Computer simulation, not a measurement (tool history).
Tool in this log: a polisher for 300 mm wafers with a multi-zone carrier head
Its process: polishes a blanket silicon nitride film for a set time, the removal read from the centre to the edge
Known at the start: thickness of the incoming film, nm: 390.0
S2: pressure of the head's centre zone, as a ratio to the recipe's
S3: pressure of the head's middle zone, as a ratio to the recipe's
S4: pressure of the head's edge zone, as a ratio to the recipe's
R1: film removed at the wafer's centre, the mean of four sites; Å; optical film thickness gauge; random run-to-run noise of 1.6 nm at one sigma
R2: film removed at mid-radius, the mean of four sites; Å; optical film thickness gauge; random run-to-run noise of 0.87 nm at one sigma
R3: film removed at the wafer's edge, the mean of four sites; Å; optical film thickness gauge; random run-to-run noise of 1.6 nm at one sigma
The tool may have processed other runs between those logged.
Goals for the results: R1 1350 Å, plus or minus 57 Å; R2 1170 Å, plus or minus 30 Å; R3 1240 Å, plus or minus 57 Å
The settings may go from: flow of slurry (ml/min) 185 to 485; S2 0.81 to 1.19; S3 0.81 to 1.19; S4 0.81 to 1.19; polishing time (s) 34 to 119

{"run": 1, "day": 0.0, "flow of slurry (ml/min)": 310, "S2": 1, "S3": 1, "S4": 1, "polishing time (s)": 76, "R1": 1599.4, "R2": 1583.3, "R3": 1648.6}
{"run": 2, "day": 0.325, "flow of slurry (ml/min)": 310, "S2": 1, "S3": 1, "S4": 1, "polishing time (s)": 57, "R1": 1189.9, "R2": 1189.1, "R3": 1204.8}
{"run": 3, "day": 0.592, "flow of slurry (ml/min)": 275, "S2": 1, "S3": 1, "S4": 1, "polishing time (s)": 57, "R1": 1148.4, "R2": 1174.9, "R3": 1176.7}
{"run": 4, "day": 0.696, "flow of slurry (ml/min)": 275, "S2": 1, "S3": 1, "S4": 0.94, "polishing time (s)": 57, "R1": 1155.4, "R2": 1177.7, "R3": 1180.5}
{"run": 5, "day": 0.792, "flow of slurry (ml/min)": 285, "S2": 1.01, "S3": 0.99, "S4": 0.94, "polishing time (s)": 57, "R1": 1167.6, "R2": 1173.7, "R3": 1166}
{"run": 6, "day": 0.904, "flow of slurry (ml/min)": 355, "S2": 1.01, "S3": 0.99, "S4": 0.94, "polishing time (s)": 57, "R1": 1183.2, "R2": 1183.8, "R3": 1198.5}
{"run": 7, "day": 1.229, "flow of slurry (ml/min)": 360, "S2": 1.03, "S3": 0.98, "S4": 0.95, "polishing time (s)": 57, "R1": 1243.5, "R2": 1161, "R3": 1182.4}
{"run": 8, "day": 1.288, "flow of slurry (ml/min)": 375, "S2": 1.06, "S3": 0.97, "S4": 1.03, "polishing time (s)": 59, "R1": 1298.9, "R2": 1217, "R3": 1255.7}
{"run": 9, "day": 1.417, "flow of slurry (ml/min)": 375, "S2": 1.07, "S3": 0.96, "S4": 1.03, "polishing time (s)": 59, "R1": 1301, "R2": 1205.7, "R3": 1279.7}

Exercise: of the 4 proposed moves below, exactly one satisfies all targets within the stated allowed misses. Which move is it?
{"run": "A", "day": 1.546, "flow of slurry (ml/min)": 465, "S2": 0.93, "S3": 0.92, "S4": 1.07, "polishing time (s)": 57, "R1": "?", "R2": "?", "R3": "?"}
{"run": "B", "day": 1.546, "flow of slurry (ml/min)": 405, "S2": 1.15, "S3": 0.95, "S4": 1.02, "polishing time (s)": 57, "R1": "?", "R2": "?", "R3": "?"}
{"run": "C", "day": 1.546, "flow of slurry (ml/min)": 385, "S2": 1.14, "S3": 0.9, "S4": 0.99, "polishing time (s)": 58, "R1": "?", "R2": "?", "R3": "?"}
{"run": "D", "day": 1.546, "flow of slurry (ml/min)": 400, "S2": 1.04, "S3": 0.94, "S4": 1, "polishing time (s)": 58, "R1": "?", "R2": "?", "R3": "?"}

move=A R1=1151 R2=1146.7 R3=1269.6
move=B R1=1355.4 R2=1165.5 R3=1238.7
move=C R1=1362.8 R2=1129.2 R3=1244.7
move=D R1=1267.7 R2=1174.9 R3=1251.2
A: corrects the largest miss of the last run, while another result sits out of spec
B: in spec on every target
C: carries the result that was furthest off beyond its target, to the other side
D: corrects the largest miss of the last run, while another result sits out of spec
The move that meets every target is B.
